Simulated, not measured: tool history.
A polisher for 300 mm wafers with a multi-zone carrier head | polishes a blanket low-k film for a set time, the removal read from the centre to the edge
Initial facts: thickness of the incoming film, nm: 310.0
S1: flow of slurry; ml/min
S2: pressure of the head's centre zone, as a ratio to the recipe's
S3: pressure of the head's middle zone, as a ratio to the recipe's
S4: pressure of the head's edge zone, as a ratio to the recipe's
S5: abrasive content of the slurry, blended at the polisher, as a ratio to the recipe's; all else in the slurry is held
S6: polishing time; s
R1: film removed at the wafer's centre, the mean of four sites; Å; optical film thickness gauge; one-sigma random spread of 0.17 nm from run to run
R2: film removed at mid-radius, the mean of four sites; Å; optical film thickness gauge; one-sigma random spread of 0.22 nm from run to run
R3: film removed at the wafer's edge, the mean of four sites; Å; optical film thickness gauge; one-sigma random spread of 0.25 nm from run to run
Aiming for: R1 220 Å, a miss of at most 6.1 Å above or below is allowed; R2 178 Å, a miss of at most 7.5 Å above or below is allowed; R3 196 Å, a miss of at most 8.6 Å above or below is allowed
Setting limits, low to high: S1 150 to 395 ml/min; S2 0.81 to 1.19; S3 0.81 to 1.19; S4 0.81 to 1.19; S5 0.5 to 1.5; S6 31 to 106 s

Run 1, hour 0: S1 250 ml/min, S2 1, S3 1, S4 1, S5 1, S6 68 s. Result: R1 281.75 Å, R2 281.23 Å, R3 278.7 Å.
Run 2, hour 1.7: S1 250 ml/min, S2 1, S3 1, S4 1, S5 0.9, S6 68 s. Result: R1 263.23 Å, R2 260.1 Å, R3 267.56 Å.
Run 3, hour 9.4: S1 250 ml/min, S2 1, S3 0.95, S4 1, S5 0.9, S6 68 s. Result: R1 265.28 Å, R2 254.11 Å, R3 273.1 Å.
Run 4, hour 10.3: S1 250 ml/min, S2 1, S3 0.95, S4 0.93, S5 0.9, S6 68 s. Result: R1 262.53 Å, R2 245.2 Å, R3 256.3 Å.
Run 5, hour 15.3: S1 250 ml/min, S2 1.02, S3 0.94, S4 0.9, S5 0.8, S6 67 s. Result: R1 248.11 Å, R2 232.52 Å, R3 237.1 Å.
Run 6, hour 18.3: S1 250 ml/min, S2 1.06, S3 0.94, S4 0.9, S5 0.8, S6 67 s. Result: R1 259.76 Å, R2 227.83 Å, R3 237.35 Å.
Run 7, hour 23: S1 225 ml/min, S2 1.06, S3 0.84, S4 0.83, S5 0.55, S6 66 s. Result: R1 202.54 Å, R2 169.67 Å, R3 177.34 Å.
Run 8, hour 28.6: S1 295 ml/min, S2 1.08, S3 0.85, S4 0.93, S5 0.55, S6 66 s. Result: R1 212.38 Å, R2 178.34 Å, R3 190.92 Å.
Run 9, hour 34.9: S1 295 ml/min, S2 1.09, S3 0.85, S4 0.94, S5 0.55, S6 66 s. Result: R1 213.9 Å, R2 173.92 Å, R3 191.04 Å.
Run 10, hour 41.1: S1 315 ml/min, S2 1.1, S3 0.86, S4 0.96, S5 0.6, S6 66 s. Result: R1 228.58 Å, R2 191.04 Å, R3 207.64 Å.
Run 11, hour 43.7: S1 300 ml/min, S2 1.1, S3 0.85, S4 0.95, S5 0.6, S6 66 s. Result: R1 225.9 Å, R2 186.32 Å, R3 203.33 Å.
Run 12, hour 50.3: S1 295 ml/min, S2 1.1, S3 0.84, S4 0.94, S5 0.6, S6 66 s. Result: R1 228.05 Å, R2 180.84 Å, R3 202.25 Å.

Exercise: of the 5 proposed moves below, exactly one satisfies all targets within the stated allowed misses. Which move is it?
Run A, hour 56.9: S1 250 ml/min, S2 1.11, S3 0.81, S4 0.95, S5 0.8, S6 59 s. Result: R1 ?, R2 ?, R3 ?.
Run B, hour 56.9: S1 265 ml/min, S2 1.15, S3 0.89, S4 1, S5 0.55, S6 66 s. Result: R1 ?, R2 ?, R3 ?.
Run C, hour 56.9: S1 155 ml/min, S2 1.04, S3 0.83, S4 0.94, S5 0.55, S6 77 s. Result: R1 ?, R2 ?, R3 ?.
Run D, hour 56.9: S1 285 ml/min, S2 1.11, S3 0.81, S4 0.97, S5 0.65, S6 65 s. Result: R1 ?, R2 ?, R3 ?.
Run E, hour 56.9: S1 375 ml/min, S2 1.03, S3 0.82, S4 1.07, S5 0.6, S6 65 s. Result: R1 ?, R2 ?, R3 ?.

move      R1      R2      R3
   A  235.79  185.85   207.6
   B  221.09  179.09  192.35
   C  219.33  187.61  208.27
   D   234.9  184.89  207.87
   E  214.68  181.84  211.27
A: lands further from the targets than the last run did
B: all results in spec
C: corrects the largest miss of the last run, while another result sits out of spec
D: lands further from the targets than the last run did
E: corrects the largest miss of the last run, while another result sits out of spec
B is the move that brings every result within its allowed miss.
